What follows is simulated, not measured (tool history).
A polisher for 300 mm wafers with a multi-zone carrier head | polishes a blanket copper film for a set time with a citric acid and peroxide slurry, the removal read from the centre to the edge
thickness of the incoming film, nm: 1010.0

run	hour	flow of slurry (ml/min)	pressure of the head's centre zone	pressure of the head's middle zone	pressure of the head's edge zone	abrasive content of the slurry	polishing time (s)	film removed at the wafer's centre (angstrom)	film removed at mid-radius (angstrom)	film removed at the wafer's edge (angstrom)
1	0.0	260	1.00	1.00	1.00	1.00	78	1080.10	1085.50	1070.10
2	6.6	260	1.00	1.00	1.00	0.80	78	1003.00	1007.10	988.61
3	11.4	260	1.00	1.00	0.94	0.80	78	999.59	982.57	953.20
4	14.0	275	1.06	1.00	1.00	0.95	79	1136.70	1106.30	1066.10
5	19.5	325	1.06	1.00	1.00	0.95	79	1155.70	1071.00	1079.00
6	24.5	325	1.06	1.00	1.00	1.05	79	1199.90	1138.40	1119.50
7	30.2	335	1.10	0.99	1.02	1.15	80	1300.70	1181.90	1162.00
8	32.3	345	1.12	0.98	1.05	1.20	81	1360.60	1162.40	1243.50
9	36.9	345	1.14	1.00	1.06	1.25	81	1402.60	1208.60	1252.40
10	45.2	350	1.15	1.01	1.07	1.30	81	1448.00	1233.00	1251.90
11	53.7	355	1.15	1.02	1.08	1.35	81	1445.40	1272.30	1291.70

Run 12 comes next. What will it give?
12	58.6	360	1.16	1.02	1.09	1.35	81	?	?	?

Run 12 gave film removed at the wafer's centre (angstrom) 1473.00, film removed at mid-radius (angstrom) 1276.40, film removed at the wafer's edge (angstrom) 1306.30.
